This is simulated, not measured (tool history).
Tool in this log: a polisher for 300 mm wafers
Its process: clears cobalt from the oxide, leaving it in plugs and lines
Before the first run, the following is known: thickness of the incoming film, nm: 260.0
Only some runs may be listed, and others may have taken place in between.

run	day	flow of slurry (ml/min)	pressure of the wafer on the pad (psi)	speed of the pad under the wafer (cm/s)	overpolish time after the end point (s)	time until the end point was called (s)	dishing of a wide line in a test structure (nm)
1	0	150	2.2	116	26	49.778	50.134
2	0.042	145	2.1	116	20	51.943	45.209
3	0.379	145	2.1	126	20	48.835	47.846
4	0.412	145	2.1	154	20	39.129	49.188
5	0.779	125	2.1	154	20	40.826	48.962
6	0.954	95	2.1	154	20	44.76	48.727
7	1.221	105	1.9	154	16	46.521	43.597
8	1.304	95	1.4	154	14	66.524	35.242
9	1.625	95	1.4	154	14	65.686	34.805
10	1.738	110	1.4	154	16	63.2	37.859
11	1.921	120	1.4	154	16	61.831	39.698
12	2.042	130	1.4	154	14	60.122	36.69
13	2.112	140	1.4	154	15	58.5	38.439

Run 14, settings as shown, results not yet in. Your forecast:
14	2.396	145	1.4	154	15	?	?

Run 14 produced time until the end point was called (s) 58.889, dishing of a wide line in a test structure (nm) 38.931.
